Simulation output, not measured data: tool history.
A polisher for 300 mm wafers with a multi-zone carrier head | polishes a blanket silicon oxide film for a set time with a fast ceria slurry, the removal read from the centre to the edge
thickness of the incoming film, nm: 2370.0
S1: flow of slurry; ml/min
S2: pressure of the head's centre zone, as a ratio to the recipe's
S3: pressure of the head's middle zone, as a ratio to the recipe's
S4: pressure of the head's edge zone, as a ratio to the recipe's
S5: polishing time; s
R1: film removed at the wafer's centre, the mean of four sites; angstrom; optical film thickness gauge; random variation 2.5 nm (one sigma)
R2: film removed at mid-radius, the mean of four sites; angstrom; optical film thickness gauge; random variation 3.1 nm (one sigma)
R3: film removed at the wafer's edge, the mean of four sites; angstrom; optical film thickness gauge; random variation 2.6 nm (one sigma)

run  hour   S1    S2    S3    S4  S5      R1      R2      R3
  1     0  295     1     1     1  54  5623.8  5597.4  5593.9
  2   1.1  295     1     1     1  61  6325.1  6319.1  6242.6
  3   7.7  295     1     1  0.93  61  6300.4  6295.8  6169.9
  4  11.6  295     1     1  0.93  50  5129.8  5213.8  4976.8
  5  16.5  285  0.98  0.96  0.93  45  4523.6  4463.5  4522.6
  6  19.1  280  0.96  0.94  0.91  42  4150.1  4099.3  4186.1

Forecast run 7:
  7  22.5  275  0.94  0.92  0.89  40   ?   ?   ?

R1: 3808.8 angstrom
R2: 3807.1 angstrom
R3: 3926.6 angstrom
